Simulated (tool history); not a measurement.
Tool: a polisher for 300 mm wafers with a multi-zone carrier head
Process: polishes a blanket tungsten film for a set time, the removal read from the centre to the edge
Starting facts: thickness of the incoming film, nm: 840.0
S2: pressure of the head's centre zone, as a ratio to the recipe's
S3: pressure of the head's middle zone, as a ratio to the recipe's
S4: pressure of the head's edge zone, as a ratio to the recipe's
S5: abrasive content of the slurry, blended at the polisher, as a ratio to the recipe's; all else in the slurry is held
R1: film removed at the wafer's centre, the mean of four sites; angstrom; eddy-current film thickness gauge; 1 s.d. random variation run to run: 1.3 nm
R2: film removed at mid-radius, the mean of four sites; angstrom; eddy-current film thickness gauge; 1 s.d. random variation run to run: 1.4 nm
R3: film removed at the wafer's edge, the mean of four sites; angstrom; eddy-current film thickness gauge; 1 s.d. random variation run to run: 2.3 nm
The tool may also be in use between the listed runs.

{"run": 1, "hour": 0.0, "flow of slurry (ml/min)": 300, "S2": 1, "S3": 1, "S4": 1, "S5": 1, "polishing time (s)": 54, "R1": 3125.8, "R2": 3010, "R3": 3233.6}
{"run": 2, "hour": 3.9, "flow of slurry (ml/min)": 300, "S2": 0.98, "S3": 0.99, "S4": 0.96, "S5": 0.9, "polishing time (s)": 51, "R1": 2806.9, "R2": 2732.6, "R3": 2789.1}
{"run": 3, "hour": 11.9, "flow of slurry (ml/min)": 285, "S2": 0.94, "S3": 0.96, "S4": 0.95, "S5": 0.8, "polishing time (s)": 50, "R1": 2522.6, "R2": 2553.1, "R3": 2640}
{"run": 4, "hour": 20.7, "flow of slurry (ml/min)": 285, "S2": 0.92, "S3": 0.93, "S4": 0.92, "S5": 0.75, "polishing time (s)": 49, "R1": 2358.7, "R2": 2382.7, "R3": 2534.5}
{"run": 5, "hour": 27.2, "flow of slurry (ml/min)": 285, "S2": 0.91, "S3": 0.93, "S4": 0.9, "S5": 0.7, "polishing time (s)": 48, "R1": 2253, "R2": 2293, "R3": 2365.4}
{"run": 6, "hour": 32.6, "flow of slurry (ml/min)": 285, "S2": 0.91, "S3": 0.93, "S4": 0.9, "S5": 0.5, "polishing time (s)": 48, "R1": 2030.7, "R2": 2004.9, "R3": 2143.8}
{"run": 7, "hour": 33.5, "flow of slurry (ml/min)": 280, "S2": 0.9, "S3": 0.93, "S4": 0.89, "S5": 0.5, "polishing time (s)": 48, "R1": 1984.9, "R2": 2039.9, "R3": 2128.1}

The next listed run, before its measurement:
{"run": 8, "hour": 36.9, "flow of slurry (ml/min)": 275, "S2": 0.9, "S3": 0.93, "S4": 0.88, "S5": 0.5, "polishing time (s)": 48, "R1": "?", "R2": "?", "R3": "?"}

R1: 1994.7 angstrom
R2: 2017.7 angstrom
R3: 2103.7 angstrom
